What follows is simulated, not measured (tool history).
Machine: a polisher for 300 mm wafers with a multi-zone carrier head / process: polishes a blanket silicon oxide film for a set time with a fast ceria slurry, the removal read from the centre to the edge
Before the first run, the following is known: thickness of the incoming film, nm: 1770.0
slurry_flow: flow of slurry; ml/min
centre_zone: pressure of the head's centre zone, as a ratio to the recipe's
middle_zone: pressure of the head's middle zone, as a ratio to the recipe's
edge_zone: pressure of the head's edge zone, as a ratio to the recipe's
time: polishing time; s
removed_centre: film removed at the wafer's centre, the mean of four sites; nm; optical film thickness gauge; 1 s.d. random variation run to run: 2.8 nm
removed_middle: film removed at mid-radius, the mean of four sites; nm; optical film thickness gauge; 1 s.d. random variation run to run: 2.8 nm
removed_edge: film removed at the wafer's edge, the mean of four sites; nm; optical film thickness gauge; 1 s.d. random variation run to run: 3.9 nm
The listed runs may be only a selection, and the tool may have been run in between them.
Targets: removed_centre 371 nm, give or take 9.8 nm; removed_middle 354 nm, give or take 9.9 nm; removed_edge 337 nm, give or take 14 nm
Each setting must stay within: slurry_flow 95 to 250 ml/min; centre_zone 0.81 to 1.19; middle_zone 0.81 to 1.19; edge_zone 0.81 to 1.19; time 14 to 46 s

run 1 day=0 | slurry_flow=160 centre_zone=1 middle_zone=1 edge_zone=1 time=30 | removed_centre=513.65 removed_middle=521.33 removed_edge=534.2
run 2 day=0.15 | slurry_flow=160 centre_zone=1.01 middle_zone=1 edge_zone=0.97 time=28 | removed_centre=491.34 removed_middle=487.46 removed_edge=490.45
run 3 day=0.3 | slurry_flow=160 centre_zone=1.01 middle_zone=1 edge_zone=1.02 time=28 | removed_centre=490.27 removed_middle=484.64 removed_edge=514.96
run 4 day=0.625 | slurry_flow=155 centre_zone=1.01 middle_zone=0.99 edge_zone=0.99 time=27 | removed_centre=461.17 removed_middle=464.47 removed_edge=476.28
run 5 day=0.946 | slurry_flow=150 centre_zone=1.02 middle_zone=0.97 edge_zone=0.96 time=26 | removed_centre=451.88 removed_middle=441.12 removed_edge=449.86
run 6 day=1.217 | slurry_flow=150 centre_zone=1.02 middle_zone=0.97 edge_zone=0.9 time=26 | removed_centre=446.94 removed_middle=442.28 removed_edge=437.43
run 7 day=1.429 | slurry_flow=150 centre_zone=1.03 middle_zone=0.97 edge_zone=0.89 time=25 | removed_centre=433.32 removed_middle=419.16 removed_edge=417.72
run 8 day=1.721 | slurry_flow=145 centre_zone=1.04 middle_zone=0.97 edge_zone=0.88 time=24 | removed_centre=418.03 removed_middle=399.23 removed_edge=398.34
run 9 day=1.896 | slurry_flow=145 centre_zone=1.04 middle_zone=0.97 edge_zone=0.88 time=24 | removed_centre=415.01 removed_middle=406.11 removed_edge=398.92
run 10 day=1.971 | slurry_flow=140 centre_zone=1.05 middle_zone=0.97 edge_zone=0.87 time=24 | removed_centre=416.47 removed_middle=397.72 removed_edge=392.37
run 11 day=2.071 | slurry_flow=135 centre_zone=1.05 middle_zone=0.97 edge_zone=0.86 time=24 | removed_centre=413.23 removed_middle=398.72 removed_edge=382.08
run 12 day=2.121 | slurry_flow=100 centre_zone=1.03 middle_zone=0.91 edge_zone=0.81 time=22 | removed_centre=339.39 removed_middle=313.58 removed_edge=323.05
run 13 day=2.333 | slurry_flow=105 centre_zone=1.03 middle_zone=0.92 edge_zone=0.81 time=22 | removed_centre=342.73 removed_middle=320.41 removed_edge=328.45
run 14 day=2.596 | slurry_flow=110 centre_zone=1.04 middle_zone=0.93 edge_zone=0.81 time=22 | removed_centre=348.08 removed_middle=331.17 removed_edge=328.08

5 candidate next runs follow, results not yet known. Just one meets every target within its allowed miss. Identify it.
run A day=2.858 | slurry_flow=100 centre_zone=1.09 middle_zone=1.12 edge_zone=0.81 time=23 | removed_centre=? removed_middle=? removed_edge=?
run B day=2.858 | slurry_flow=95 centre_zone=1.05 middle_zone=0.95 edge_zone=0.81 time=21 | removed_centre=? removed_middle=? removed_edge=?
run C day=2.858 | slurry_flow=95 centre_zone=1 middle_zone=0.89 edge_zone=0.81 time=22 | removed_centre=? removed_middle=? removed_edge=?
run D day=2.858 | slurry_flow=105 centre_zone=1.15 middle_zone=1.16 edge_zone=0.81 time=20 | removed_centre=? removed_middle=? removed_edge=?
run E day=2.858 | slurry_flow=130 centre_zone=1.09 middle_zone=1.01 edge_zone=0.85 time=21 | removed_centre=? removed_middle=? removed_edge=?

move=A removed_centre=369.91 removed_middle=381.62 removed_edge=331.29
move=B removed_centre=318.28 removed_middle=302.02 removed_edge=299.43
move=C removed_centre=317.59 removed_middle=301.64 removed_edge=313.91
move=D removed_centre=345.76 removed_middle=346.53 removed_edge=291.12
move=E removed_centre=368.85 removed_middle=347.9 removed_edge=325.83
A: brings the last run's worst result on target, with another outside its allowed miss
B: further off than the last run
C: further off than the last run
D: further off than the last run
E: all results land within tolerance of their targets
Correct choice: E, which meets every target
